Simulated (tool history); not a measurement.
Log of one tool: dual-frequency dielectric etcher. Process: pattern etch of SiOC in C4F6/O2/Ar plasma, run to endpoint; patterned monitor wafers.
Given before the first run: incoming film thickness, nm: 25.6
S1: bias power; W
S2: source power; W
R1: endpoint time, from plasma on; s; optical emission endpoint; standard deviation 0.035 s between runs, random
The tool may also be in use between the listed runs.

run 1 hour=0 | S1=403 S2=380 | R1=10.028
run 2 hour=2.1 | S1=380 S2=380 | R1=10.288
run 3 hour=8.7 | S1=335 S2=380 | R1=10.678
run 4 hour=15.4 | S1=322 S2=380 | R1=10.833
-- hour=23.1 wet clean of the chamber
run 5 hour=23.1 | S1=312 S2=380 | R1=10.5
run 6 hour=24.5 | S1=303 S2=370 | R1=10.733
run 7 hour=32.5 | S1=293 S2=360 | R1=10.909
run 8 hour=33.9 | S1=285 S2=350 | R1=11.088
run 9 hour=35.5 | S1=279 S2=350 | R1=11.164

Predict the results of run 10:
run 10 hour=37.7 | S1=274 S2=350 | R1=?

R1: 11.297 s

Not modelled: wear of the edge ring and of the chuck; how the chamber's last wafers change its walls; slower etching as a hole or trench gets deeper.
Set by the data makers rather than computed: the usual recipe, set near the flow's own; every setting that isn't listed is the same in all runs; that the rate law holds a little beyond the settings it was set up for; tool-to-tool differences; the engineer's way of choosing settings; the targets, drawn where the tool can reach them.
